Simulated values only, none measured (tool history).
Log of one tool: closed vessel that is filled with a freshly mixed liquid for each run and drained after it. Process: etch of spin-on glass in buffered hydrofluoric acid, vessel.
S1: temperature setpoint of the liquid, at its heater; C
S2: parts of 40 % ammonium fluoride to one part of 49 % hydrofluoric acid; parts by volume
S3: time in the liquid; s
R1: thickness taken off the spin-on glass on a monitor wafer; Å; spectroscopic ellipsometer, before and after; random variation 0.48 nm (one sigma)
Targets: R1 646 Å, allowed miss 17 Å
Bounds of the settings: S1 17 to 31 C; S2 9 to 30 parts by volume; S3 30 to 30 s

Run 1, day 0: S1 23 C, S2 24 parts by volume, S3 30 s. Result: R1 427.72 Å.
Run 2, day 0.117: S1 24.5 C, S2 24 parts by volume, S3 30 s. Result: R1 468.3 Å.
Run 3, day 0.279: S1 24.5 C, S2 28 parts by volume, S3 30 s. Result: R1 418.18 Å.
Run 4, day 0.642: S1 24.5 C, S2 22.5 parts by volume, S3 30 s. Result: R1 479.81 Å.
Run 5, day 0.996: S1 25 C, S2 22.5 parts by volume, S3 30 s. Result: R1 496.18 Å.
Run 6, day 1.221: S1 23.5 C, S2 22.5 parts by volume, S3 30 s. Result: R1 462.8 Å.
Run 7, day 1.412: S1 24.5 C, S2 22.5 parts by volume, S3 30 s. Result: R1 485.22 Å.
Run 8, day 1.512: S1 24.5 C, S2 22.5 parts by volume, S3 30 s. Result: R1 485.72 Å.
Run 9, day 1.567: S1 25 C, S2 22.5 parts by volume, S3 30 s. Result: R1 501.68 Å.
Run 10, day 1.783: S1 25.5 C, S2 22.5 parts by volume, S3 30 s. Result: R1 510.97 Å.
Run 11, day 1.954: S1 26 C, S2 22.5 parts by volume, S3 30 s. Result: R1 532.94 Å.
Run 12, day 2.071: S1 26.5 C, S2 22.5 parts by volume, S3 30 s. Result: R1 545.48 Å.
Run 13, day 2.112: S1 27 C, S2 22.5 parts by volume, S3 30 s. Result: R1 556.77 Å.
Run 14, day 2.488: S1 27.5 C, S2 22.5 parts by volume, S3 30 s. Result: R1 568.8 Å.
Run 15, day 2.729: S1 28 C, S2 22.5 parts by volume, S3 30 s. Result: R1 583.28 Å.
Run 16, day 3.008: S1 28.5 C, S2 22.5 parts by volume, S3 30 s. Result: R1 602.29 Å.
Run 17, day 3.271: S1 29 C, S2 22.5 parts by volume, S3 30 s. Result: R1 615.76 Å.

5 next moves are on the table. One of them brings every result within its allowed miss. Which?
Run A, day 3.533: S1 28.5 C, S2 25.5 parts by volume, S3 30 s. Result: R1 ?.
Run B, day 3.533: S1 26.5 C, S2 19.5 parts by volume, S3 30 s. Result: R1 ?.
Run C, day 3.533: S1 31 C, S2 25 parts by volume, S3 30 s. Result: R1 ?.
Run D, day 3.533: S1 29.5 C, S2 25 parts by volume, S3 30 s. Result: R1 ?.
Run E, day 3.533: S1 28.5 C, S2 22 parts by volume, S3 30 s. Result: R1 ?.

move      R1
   A  557.49
   B  606.43
   C  645.27
   D  596.03
   E  616.78
A: further off than the last run
B: further off than the last run
C: meets every target
D: further off than the last run
E: as far off as the last run
Move C is the one to make.
